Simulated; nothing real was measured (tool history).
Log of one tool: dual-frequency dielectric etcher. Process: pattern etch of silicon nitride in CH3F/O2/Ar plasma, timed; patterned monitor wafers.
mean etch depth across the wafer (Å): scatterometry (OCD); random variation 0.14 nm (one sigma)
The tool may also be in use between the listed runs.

| run | day | source power (kW) | bias power (kW) | etch time (s) | mean etch depth across the wafer (Å) |
|---|---|---|---|---|---|
| 1 | 0 | 0.31 | 0.09 | 41.5 | 289.78 |
| 2 | 0.271 | 0.31 | 0.09 | 38.5 | 266.75 |
| 3 | 0.325 | 0.31 | 0.09 | 41.5 | 287.8 |
| 4 | 0.592 | 0.29 | 0.085 | 41 | 276.92 |
| 5 | 0.929 | 0.27 | 0.079 | 40.5 | 257.87 |
|  | 1.096 | source power generator calibrated |
| 6 | 1.096 | 0.26 | 0.077 | 40.5 | 254.67 |
| 7 | 1.325 | 0.25 | 0.075 | 40.5 | 251.75 |

The next listed run, before its measurement:
| 8 | 1.421 | 0.25 | 0.075 | 40.5 | ? |

mean etch depth across the wafer (Å): 248.58
